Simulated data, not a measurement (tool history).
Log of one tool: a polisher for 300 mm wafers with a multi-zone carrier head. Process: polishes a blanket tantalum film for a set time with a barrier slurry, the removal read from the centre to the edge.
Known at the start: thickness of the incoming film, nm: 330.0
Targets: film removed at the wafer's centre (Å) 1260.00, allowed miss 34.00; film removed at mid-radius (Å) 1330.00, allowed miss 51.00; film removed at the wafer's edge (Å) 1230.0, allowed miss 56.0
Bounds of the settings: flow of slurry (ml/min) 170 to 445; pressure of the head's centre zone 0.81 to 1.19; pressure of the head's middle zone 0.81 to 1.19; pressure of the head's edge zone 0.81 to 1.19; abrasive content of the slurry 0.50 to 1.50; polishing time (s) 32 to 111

| run | hour | flow of slurry (ml/min) | pressure of the head's centre zone | pressure of the head's middle zone | pressure of the head's edge zone | abrasive content of the slurry | polishing time (s) | film removed at the wafer's centre (Å) | film removed at mid-radius (Å) | film removed at the wafer's edge (Å) |
|---|---|---|---|---|---|---|---|---|---|---|
| 1 | 0.0 | 285 | 1.00 | 1.00 | 1.00 | 1.00 | 71 | 967.50 | 944.59 | 995.3 |
| 2 | 1.1 | 290 | 1.01 | 1.02 | 1.01 | 1.05 | 71 | 983.36 | 986.75 | 1004.0 |
| 3 | 7.5 | 290 | 1.06 | 1.02 | 1.01 | 1.05 | 71 | 1027.20 | 990.74 | 1010.5 |
| 4 | 12.5 | 290 | 1.06 | 1.02 | 1.01 | 1.05 | 80 | 1160.60 | 1080.50 | 1110.6 |
| 5 | 16.7 | 290 | 1.00 | 1.02 | 1.01 | 1.05 | 80 | 1119.30 | 1092.30 | 1097.2 |
| 6 | 17.8 | 290 | 1.00 | 1.02 | 1.06 | 1.05 | 80 | 1094.50 | 1121.80 | 1168.2 |
| 7 | 23.6 | 295 | 1.01 | 1.03 | 1.06 | 1.05 | 80 | 1119.40 | 1111.70 | 1139.3 |
| 8 | 32.2 | 295 | 1.02 | 1.04 | 1.07 | 1.10 | 80 | 1144.20 | 1148.40 | 1147.7 |
| 9 | 36.8 | 295 | 1.02 | 1.05 | 1.08 | 1.10 | 80 | 1137.30 | 1166.90 | 1149.3 |
| 10 | 45.3 | 300 | 1.03 | 1.05 | 1.09 | 1.10 | 80 | 1140.90 | 1133.20 | 1180.5 |
| 11 | 49.3 | 300 | 1.03 | 1.06 | 1.09 | 1.15 | 80 | 1174.00 | 1194.70 | 1159.4 |
| 12 | 51.8 | 300 | 1.03 | 1.06 | 1.10 | 1.15 | 80 | 1173.10 | 1186.70 | 1187.9 |

Which of these 4 next moves meets every target?
| A | 54.3 | 280 | 1.13 | 1.02 | 1.18 | 0.95 | 86 | ? | ? | ? |
| B | 54.3 | 260 | 1.03 | 1.12 | 1.02 | 1.30 | 85 | ? | ? | ? |
| C | 54.3 | 180 | 1.01 | 1.15 | 1.06 | 1.30 | 88 | ? | ? | ? |
| D | 54.3 | 265 | 0.99 | 1.04 | 1.10 | 1.10 | 86 | ? | ? | ? |

| move | film removed at the wafer's centre (Å) | film removed at mid-radius (Å) | film removed at the wafer's edge (Å) |
|---|---|---|---|
| A | 1286.80 | 1161.40 | 1239.3 |
| B | 1238.30 | 1330.10 | 1239.8 |
| C | 1177.90 | 1328.60 | 1245.9 |
| D | 1160.60 | 1218.30 | 1244.8 |
A: further off than the last run
B: meets every target
C: brings the result that was furthest off to its target, and leaves another outside
D: as far off as the last run
Move B is the one to make.
